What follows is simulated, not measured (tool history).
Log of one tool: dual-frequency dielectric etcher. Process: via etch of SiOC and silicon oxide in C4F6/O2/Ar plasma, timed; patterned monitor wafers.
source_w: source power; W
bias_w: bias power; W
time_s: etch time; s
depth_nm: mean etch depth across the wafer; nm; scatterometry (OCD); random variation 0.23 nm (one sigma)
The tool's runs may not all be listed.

{"run": 1, "day": 0.0, "source_w": 330, "bias_w": 125, "time_s": 34.5, "depth_nm": 32.236}
{"run": 2, "day": 0.225, "source_w": 290, "bias_w": 125, "time_s": 34.5, "depth_nm": 30.166}
{"run": 3, "day": 0.304, "source_w": 290, "bias_w": 107, "time_s": 34.5, "depth_nm": 29.291}
{"run": 4, "day": 0.558, "source_w": 320, "bias_w": 111, "time_s": 34.5, "depth_nm": 30.974}
{"run": 5, "day": 0.9, "source_w": 340, "bias_w": 114, "time_s": 34.5, "depth_nm": 32.153}
{"run": 6, "day": 1.212, "source_w": 360, "bias_w": 116, "time_s": 34.5, "depth_nm": 33.746}
{"run": 7, "day": 1.35, "source_w": 370, "bias_w": 117, "time_s": 34.5, "depth_nm": 34.023}
{"run": 8, "day": 1.617, "source_w": 380, "bias_w": 118, "time_s": 34.5, "depth_nm": 34.866}

The next listed run, before its measurement:
{"run": 9, "day": 1.875, "source_w": 390, "bias_w": 119, "time_s": 34.5, "depth_nm": "?"}

depth_nm: 34.493 nm
